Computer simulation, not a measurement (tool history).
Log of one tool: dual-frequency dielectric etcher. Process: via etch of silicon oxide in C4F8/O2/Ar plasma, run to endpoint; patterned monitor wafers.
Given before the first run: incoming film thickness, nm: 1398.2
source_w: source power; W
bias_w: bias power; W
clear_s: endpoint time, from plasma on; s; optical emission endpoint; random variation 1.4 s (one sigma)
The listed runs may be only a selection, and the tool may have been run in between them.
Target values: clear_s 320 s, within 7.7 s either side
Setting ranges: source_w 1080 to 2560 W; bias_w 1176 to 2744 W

run,hour,source_w,bias_w,clear_s
1,0,1820,1960,263.68
2,7.1,1820,1749,275.76
3,9,1940,1749,270.91
4,14.6,1940,1573,280.05
5,20.6,1880,1553,287.15
6,21.7,1880,1719,276.01
7,25.8,1820,1700,281.77
8,30,1770,1690,284.56
9,32.1,1720,1679,291.44
10,33.3,1690,1673,290.62
11,41.3,1650,1663,297.9
12,46.4,1650,1663,296.03
13,54.6,1620,1657,297.68
14,61.5,1620,1657,299.69
15,67.7,1600,1652,298.6
16,72.3,1570,1645,301.43
17,77.8,1550,1639,306.75
18,83.2,1540,1636,305.13
19,92.3,1320,1561,330.45
20,96.4,1330,1563,331.21
21,104.9,1340,1565,328.7

5 next moves are on the table. One of them brings every result within its allowed miss. Which?
A,113.4,1270,1489,?
B,113.4,1080,1842,?
C,113.4,1120,1971,?
D,113.4,1490,1335,?
E,113.4,1410,1367,?

move,clear_s
A,342.31
B,335.02
C,321.14
D,335.31
E,339.71
A: the biggest miss grows against the last run
B: the biggest miss grows against the last run
C: in spec on every target
D: the biggest miss grows against the last run
E: the biggest miss grows against the last run
Move C is the one to make.

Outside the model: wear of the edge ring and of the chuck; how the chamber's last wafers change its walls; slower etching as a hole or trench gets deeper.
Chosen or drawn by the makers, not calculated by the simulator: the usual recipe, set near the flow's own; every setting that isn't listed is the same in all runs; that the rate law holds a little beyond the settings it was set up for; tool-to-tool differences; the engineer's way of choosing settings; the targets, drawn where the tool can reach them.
